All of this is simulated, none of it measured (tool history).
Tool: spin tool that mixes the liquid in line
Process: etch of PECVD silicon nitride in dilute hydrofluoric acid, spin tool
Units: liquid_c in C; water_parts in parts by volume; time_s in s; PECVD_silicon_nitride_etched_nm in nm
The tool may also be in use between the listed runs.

run	day	liquid_c	water_parts	time_s	PECVD_silicon_nitride_etched_nm
1	0.000	26.0	285	260	1.8968
2	0.325	27.5	285	260	2.0624
3	0.375	27.5	285	280	2.3384
4	0.742	29.0	250	280	2.7573
5	0.871	29.0	250	260	2.4865
6	1.079	30.0	210	265	3.3624
7	1.162	30.5	195	265	3.8359
8	1.350	31.0	190	265	3.9405

Run 9 comes next. What will it give?
9	1.621	31.5	185	265	?

PECVD_silicon_nitride_etched_nm: 4.1807 nm

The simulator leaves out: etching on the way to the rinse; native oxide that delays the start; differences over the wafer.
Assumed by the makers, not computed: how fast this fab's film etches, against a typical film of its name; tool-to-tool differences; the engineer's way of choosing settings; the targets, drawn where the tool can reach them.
